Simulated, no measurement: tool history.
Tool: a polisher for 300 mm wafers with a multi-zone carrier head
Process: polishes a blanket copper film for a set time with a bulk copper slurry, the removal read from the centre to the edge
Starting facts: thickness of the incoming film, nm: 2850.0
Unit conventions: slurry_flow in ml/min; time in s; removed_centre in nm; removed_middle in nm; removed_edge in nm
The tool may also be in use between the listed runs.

| run | day | slurry_flow | centre_zone | middle_zone | edge_zone | slurry_solids | time | removed_centre | removed_middle | removed_edge |
|---|---|---|---|---|---|---|---|---|---|---|
| 1 | 0 | 145 | 1 | 1 | 1 | 1 | 68 | 498.15 | 480.46 | 480.38 |
| 2 | 0.329 | 145 | 1.07 | 1 | 1 | 1 | 68 | 536.71 | 480.98 | 477.46 |
| 3 | 0.558 | 145 | 1.07 | 1 | 0.94 | 1 | 68 | 529.77 | 486.83 | 465.03 |
| 4 | 0.712 | 160 | 1.05 | 1.01 | 0.96 | 1 | 68 | 524.78 | 494.74 | 473.69 |
| 5 | 1.088 | 170 | 1.04 | 1.02 | 0.98 | 1 | 68 | 530.18 | 497.83 | 479.58 |
| 6 | 1.462 | 170 | 1.04 | 1.02 | 1.07 | 1 | 68 | 529.16 | 504.31 | 501.58 |

Predict the results of run 7:
| 7 | 1.738 | 180 | 1.04 | 1.03 | 1.07 | 1 | 68 | ? | ? | ? |

{"run 7": {"removed_centre": 534.13, "removed_middle": 514.56, "removed_edge": 509.4}}
